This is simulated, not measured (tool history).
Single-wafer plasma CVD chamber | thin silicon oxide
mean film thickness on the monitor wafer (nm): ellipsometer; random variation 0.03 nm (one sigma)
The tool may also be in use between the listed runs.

| run | day | heater temperature setpoint (°C) | chamber pressure (Pa) | RF power (W) | deposition time (s) | mean film thickness on the monitor wafer (nm) |
|---|---|---|---|---|---|---|
| 1 | 0 | 395 | 118.9 | 210 | 3.77 | 6.387 |
| 2 | 0.079 | 395 | 111.7 | 210 | 3.77 | 6.1489 |
| 3 | 0.45 | 395 | 111.7 | 230 | 3.77 | 6.3614 |
| 4 | 0.817 | 395 | 111.7 | 230 | 3.77 | 6.3971 |
| 5 | 1.1 | 395 | 103.9 | 230 | 3.77 | 6.0495 |
| 6 | 1.404 | 395 | 117.7 | 230 | 3.77 | 6.6516 |
| 7 | 1.625 | 395 | 108.3 | 230 | 3.77 | 6.2524 |
| 8 | 1.912 | 395 | 101.5 | 230 | 3.77 | 5.9911 |

Forecast run 9:
| 9 | 2.004 | 395 | 96.5 | 230 | 3.77 | ? |

Run 9 gave mean film thickness on the monitor wafer (nm) 5.8587.

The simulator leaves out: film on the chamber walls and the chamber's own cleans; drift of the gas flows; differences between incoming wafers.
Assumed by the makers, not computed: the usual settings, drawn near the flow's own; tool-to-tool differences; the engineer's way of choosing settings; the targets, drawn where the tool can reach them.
